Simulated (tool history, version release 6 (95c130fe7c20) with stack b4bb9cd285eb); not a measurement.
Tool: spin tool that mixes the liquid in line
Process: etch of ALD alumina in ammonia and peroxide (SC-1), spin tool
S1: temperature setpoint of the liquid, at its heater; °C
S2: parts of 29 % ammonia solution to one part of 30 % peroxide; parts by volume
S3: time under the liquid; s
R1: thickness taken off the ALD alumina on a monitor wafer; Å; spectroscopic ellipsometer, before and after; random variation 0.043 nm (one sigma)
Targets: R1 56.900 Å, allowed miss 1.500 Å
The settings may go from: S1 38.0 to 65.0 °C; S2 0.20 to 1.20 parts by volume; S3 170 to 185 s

run	day	S1	S2	S3	R1
1	0.000	49.0	0.80	170	74.640
2	0.112	56.0	0.80	170	111.050
3	0.279	51.5	0.80	170	85.405
4	0.479	51.5	0.80	185	94.330
5	0.729	51.5	0.65	185	91.330
6	0.879	51.5	0.65	185	91.450
7	0.975	51.5	0.65	185	91.053
8	1.304	50.5	0.65	185	86.084
9	1.388	50.5	0.65	185	87.094
10	1.475	49.5	0.65	185	83.780
11	1.538	48.5	0.65	185	78.180
12	1.846	48.5	0.65	185	78.900
13	1.967	47.5	0.65	185	73.629
14	2.192	47.0	0.65	185	71.858
15	2.217	42.0	0.65	185	54.060

5 next moves are on the table. One of them brings every result within its allowed miss. Which?
A	2.242	41.5	0.60	180	?
B	2.242	41.5	0.45	185	?
C	2.242	44.0	0.65	175	?
D	2.242	41.5	0.70	185	?
E	2.242	42.0	0.70	170	?

move	R1
A	50.804
B	50.801
C	57.517
D	52.989
E	50.132
A: further off than the last run
B: further off than the last run
C: meets every target
D: further off than the last run
E: further off than the last run
Answer: C

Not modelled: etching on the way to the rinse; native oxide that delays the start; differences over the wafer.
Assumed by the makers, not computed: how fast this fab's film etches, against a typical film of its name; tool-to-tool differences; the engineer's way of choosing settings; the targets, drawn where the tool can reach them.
